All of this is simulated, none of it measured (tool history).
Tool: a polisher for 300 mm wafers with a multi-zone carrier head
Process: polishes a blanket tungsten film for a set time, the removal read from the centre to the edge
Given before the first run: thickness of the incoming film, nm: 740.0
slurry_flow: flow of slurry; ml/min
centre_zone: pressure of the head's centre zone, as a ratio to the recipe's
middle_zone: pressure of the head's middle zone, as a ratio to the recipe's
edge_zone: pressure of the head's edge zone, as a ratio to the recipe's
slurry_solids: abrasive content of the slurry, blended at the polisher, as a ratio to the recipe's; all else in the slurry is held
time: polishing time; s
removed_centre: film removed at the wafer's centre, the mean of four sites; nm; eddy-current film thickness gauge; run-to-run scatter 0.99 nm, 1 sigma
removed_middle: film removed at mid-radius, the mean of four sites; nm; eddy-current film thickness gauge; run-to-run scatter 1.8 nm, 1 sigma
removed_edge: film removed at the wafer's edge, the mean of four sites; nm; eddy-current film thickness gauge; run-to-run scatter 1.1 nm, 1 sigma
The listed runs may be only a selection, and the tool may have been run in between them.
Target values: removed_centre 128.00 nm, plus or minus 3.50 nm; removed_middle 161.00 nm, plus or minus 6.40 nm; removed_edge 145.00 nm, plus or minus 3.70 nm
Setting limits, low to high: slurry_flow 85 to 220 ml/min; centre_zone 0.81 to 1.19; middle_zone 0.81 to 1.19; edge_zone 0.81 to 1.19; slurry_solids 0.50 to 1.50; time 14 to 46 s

run	hour	slurry_flow	centre_zone	middle_zone	edge_zone	slurry_solids	time	removed_centre	removed_middle	removed_edge
1	0.0	140	1.00	1.00	1.00	1.00	30	133.68	135.41	134.91
2	5.4	140	0.92	1.00	1.00	1.00	30	122.73	132.92	135.36
3	11.3	140	0.92	1.00	1.00	1.15	30	127.27	141.10	143.59
4	14.4	140	0.92	1.00	1.00	1.30	30	133.98	143.46	145.66
5	22.9	140	0.91	1.04	0.99	1.30	30	133.30	147.26	147.33
6	25.2	165	0.91	1.04	0.99	1.30	30	140.37	157.26	148.81
7	26.1	160	0.89	1.07	0.98	1.30	30	135.63	160.25	149.41
8	34.5	155	0.88	1.08	0.96	1.30	30	133.22	163.10	146.17
9	41.8	150	0.88	1.08	0.96	1.30	30	132.33	159.78	145.00

Next run, 4 choices. One meets every target within its allowed miss, the rest don't. Which?
A	49.1	105	0.95	1.15	0.92	1.20	33	?	?	?
B	49.1	125	0.90	1.15	1.03	1.25	30	?	?	?
C	49.1	150	0.89	1.06	0.90	1.30	31	?	?	?
D	49.1	145	0.93	1.08	0.97	1.45	29	?	?	?

move	removed_centre	removed_middle	removed_edge
A	135.68	165.14	142.99
B	126.33	159.74	143.27
C	137.20	162.51	145.57
D	136.54	158.46	144.64
A: misses by more than the last run did
B: every result lands within tolerance
C: misses by more than the last run did
D: misses by more than the last run did
The move that meets every target is B.
